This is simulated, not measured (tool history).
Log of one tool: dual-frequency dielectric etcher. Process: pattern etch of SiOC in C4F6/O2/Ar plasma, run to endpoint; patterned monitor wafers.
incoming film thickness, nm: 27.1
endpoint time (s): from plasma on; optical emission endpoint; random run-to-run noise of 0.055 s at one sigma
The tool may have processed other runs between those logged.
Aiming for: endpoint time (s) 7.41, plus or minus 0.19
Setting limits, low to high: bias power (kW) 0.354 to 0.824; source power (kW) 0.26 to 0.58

run 1 hour=0 | bias_power_(kW)=0.589 source_power_(kW)=0.42 | endpoint_time_(s)=8.2329
run 2 hour=1.1 | bias_power_(kW)=0.635 source_power_(kW)=0.42 | endpoint_time_(s)=8.0838
run 3 hour=5 | bias_power_(kW)=0.532 source_power_(kW)=0.42 | endpoint_time_(s)=8.5955
run 4 hour=10.4 | bias_power_(kW)=0.459 source_power_(kW)=0.42 | endpoint_time_(s)=8.9273
run 5 hour=19.4 | bias_power_(kW)=0.459 source_power_(kW)=0.39 | endpoint_time_(s)=9.2955
run 6 hour=23.7 | bias_power_(kW)=0.533 source_power_(kW)=0.41 | endpoint_time_(s)=8.665
run 7 hour=27.1 | bias_power_(kW)=0.585 source_power_(kW)=0.42 | endpoint_time_(s)=8.2973
run 8 hour=32.7 | bias_power_(kW)=0.622 source_power_(kW)=0.43 | endpoint_time_(s)=8.0619
run 9 hour=39.7 | bias_power_(kW)=0.651 source_power_(kW)=0.44 | endpoint_time_(s)=7.776
run 10 hour=46.7 | bias_power_(kW)=0.667 source_power_(kW)=0.44 | endpoint_time_(s)=7.7902
run 11 hour=54.3 | bias_power_(kW)=0.684 source_power_(kW)=0.44 | endpoint_time_(s)=7.7664

4 next moves are on the table. One of them brings every result within its allowed miss. Which?
run A hour=61.9 | bias_power_(kW)=0.674 source_power_(kW)=0.4 | endpoint_time_(s)=?
run B hour=61.9 | bias_power_(kW)=0.763 source_power_(kW)=0.44 | endpoint_time_(s)=?
run C hour=61.9 | bias_power_(kW)=0.692 source_power_(kW)=0.42 | endpoint_time_(s)=?
run D hour=61.9 | bias_power_(kW)=0.623 source_power_(kW)=0.44 | endpoint_time_(s)=?

move=A endpoint_time_(s)=8.084
move=B endpoint_time_(s)=7.4755
move=C endpoint_time_(s)=7.8734
move=D endpoint_time_(s)=8.0463
A: its largest miss is bigger than the last run's
B: all results land within tolerance of their targets
C: its largest miss is bigger than the last run's
D: its largest miss is bigger than the last run's
So the answer is move B, the one that meets all the targets.

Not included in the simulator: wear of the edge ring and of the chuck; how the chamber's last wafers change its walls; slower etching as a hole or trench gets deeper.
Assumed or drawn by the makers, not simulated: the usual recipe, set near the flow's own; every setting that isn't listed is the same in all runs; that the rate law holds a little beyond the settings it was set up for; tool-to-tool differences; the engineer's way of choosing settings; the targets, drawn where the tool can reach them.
